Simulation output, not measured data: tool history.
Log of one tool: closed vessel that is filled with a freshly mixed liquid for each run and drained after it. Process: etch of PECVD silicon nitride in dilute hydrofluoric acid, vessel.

run,hour,temperature setpoint of the liquid (C),parts of water to one part of 49 % hydrofluoric acid (parts by volume),time in the liquid (s),thickness taken off the PECVD silicon nitride on a monitor wafer (Å)
1,0.0,21.0,45,125,123.27
2,8.1,21.0,40,125,138.96
3,12.1,20.0,40,125,128.89
4,13.1,20.0,30,125,172.19
5,20.6,22.5,30,125,203.32
6,23.9,21.5,35,125,162.40
7,32.2,20.5,35,125,154.68
8,39.8,20.0,35,125,146.66
9,46.4,19.5,35,125,140.58
10,51.1,19.0,35,125,137.52
11,52.3,18.5,35,125,132.05

Run 12 comes next. What will it give?
12,56.6,18.0,35,125,?

{"run 12": {"thickness taken off the PECVD silicon nitride on a monitor wafer (Å)": 128.02}}
